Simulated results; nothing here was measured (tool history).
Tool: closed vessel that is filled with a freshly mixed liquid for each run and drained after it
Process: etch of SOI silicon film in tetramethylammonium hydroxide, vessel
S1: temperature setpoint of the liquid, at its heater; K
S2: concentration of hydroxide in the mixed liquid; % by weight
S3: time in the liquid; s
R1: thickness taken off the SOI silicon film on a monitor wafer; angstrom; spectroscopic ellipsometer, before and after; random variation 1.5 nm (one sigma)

Run 1, hour 0: S1 332.15 K, S2 8.5 % by weight, S3 105 s. Result: R1 4486.3 angstrom.
Run 2, hour 5.7: S1 332.15 K, S2 8.5 % by weight, S3 105 s. Result: R1 4445 angstrom.
Run 3, hour 11: S1 329.15 K, S2 9 % by weight, S3 105 s. Result: R1 3636.4 angstrom.
Run 4, hour 16.3: S1 333.15 K, S2 9 % by weight, S3 105 s. Result: R1 4689.8 angstrom.
Run 5, hour 23.7: S1 333.15 K, S2 9 % by weight, S3 105 s. Result: R1 4690.2 angstrom.
Run 6, hour 25.7: S1 330.15 K, S2 9.5 % by weight, S3 105 s. Result: R1 3804.5 angstrom.
Run 7, hour 34.2: S1 327.65 K, S2 10 % by weight, S3 105 s. Result: R1 3168 angstrom.
Run 8, hour 36.9: S1 326.15 K, S2 10 % by weight, S3 105 s. Result: R1 2867.8 angstrom.
Run 9, hour 43.7: S1 325.15 K, S2 10 % by weight, S3 105 s. Result: R1 2693.4 angstrom.
Run 10, hour 48.8: S1 324.65 K, S2 10 % by weight, S3 105 s. Result: R1 2606.1 angstrom.
Run 11, hour 51.1: S1 324.15 K, S2 10 % by weight, S3 105 s. Result: R1 2513.3 angstrom.
Run 12, hour 51.8: S1 324.15 K, S2 10 % by weight, S3 105 s. Result: R1 2559.8 angstrom.

Forecast run 13:
Run 13, hour 58.2: S1 323.65 K, S2 10 % by weight, S3 105 s. Result: R1 ?.

Run 13 gave R1 2451.9 angstrom.
